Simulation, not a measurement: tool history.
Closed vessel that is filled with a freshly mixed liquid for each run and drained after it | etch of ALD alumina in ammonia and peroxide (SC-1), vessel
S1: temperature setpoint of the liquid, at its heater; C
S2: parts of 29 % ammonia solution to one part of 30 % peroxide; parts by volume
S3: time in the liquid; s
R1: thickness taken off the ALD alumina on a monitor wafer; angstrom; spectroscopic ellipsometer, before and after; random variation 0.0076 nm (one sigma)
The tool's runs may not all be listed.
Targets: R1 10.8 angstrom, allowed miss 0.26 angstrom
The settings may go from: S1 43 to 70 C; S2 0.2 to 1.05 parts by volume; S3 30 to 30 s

| run | hour | S1 | S2 | S3 | R1 |
|---|---|---|---|---|---|
| 1 | 0 | 59 | 0.55 | 30 | 24.009 |
| 2 | 8.2 | 53.5 | 0.55 | 30 | 17.786 |
| 3 | 15.4 | 49.5 | 0.55 | 30 | 14.433 |
| 4 | 20.2 | 47.5 | 0.55 | 30 | 12.873 |
| 5 | 23 | 46.5 | 0.55 | 30 | 12.381 |
| 6 | 26 | 46.5 | 0.65 | 30 | 12.574 |
| 7 | 34.3 | 45.5 | 0.65 | 30 | 11.674 |
| 8 | 36.7 | 45 | 0.65 | 30 | 11.533 |
| 9 | 43.2 | 44.5 | 0.65 | 30 | 11.09 |

4 next moves are on the table. One of them brings every result within its allowed miss. Which?
| A | 49.7 | 43 | 0.75 | 30 | ? |
| B | 49.7 | 44 | 0.7 | 30 | ? |
| C | 49.7 | 43 | 0.6 | 30 | ? |
| D | 49.7 | 45 | 0.65 | 30 | ? |

| move | R1 |
|---|---|
| A | 10.306 |
| B | 10.844 |
| C | 10.089 |
| D | 11.401 |
A: takes the result that was furthest off past its target
B: meets every target
C: takes the result that was furthest off past its target
D: further off than the last run
Move B is the one to make.
